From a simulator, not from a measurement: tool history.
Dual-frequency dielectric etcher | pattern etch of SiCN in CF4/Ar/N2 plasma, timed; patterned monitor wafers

| run | hour | source power (kW) | bias power (kW) | Ar flow (sccm) | CF4 flow (sccm) | etch time (s) | mean etch depth across the wafer (Å) |
|---|---|---|---|---|---|---|---|
| 1 | 0.0 | 0.460 | 0.075 | 82 | 51 | 45 | 387.35 |
| 2 | 3.0 | 0.480 | 0.075 | 82 | 51 | 45 | 399.04 |
| 3 | 6.6 | 0.480 | 0.075 | 82 | 56 | 45 | 405.65 |
| 4 | 7.6 | 0.500 | 0.075 | 82 | 56 | 45 | 416.11 |
| 5 | 11.2 | 0.500 | 0.075 | 82 | 62 | 45 | 415.15 |
| 6 | 13.1 | 0.510 | 0.075 | 82 | 62 | 45 | 424.86 |

The next listed run, before its measurement:
| 7 | 16.6 | 0.520 | 0.075 | 82 | 62 | 45 | ? |

{"run 7": {"mean etch depth across the wafer (Å)": 433.28}}
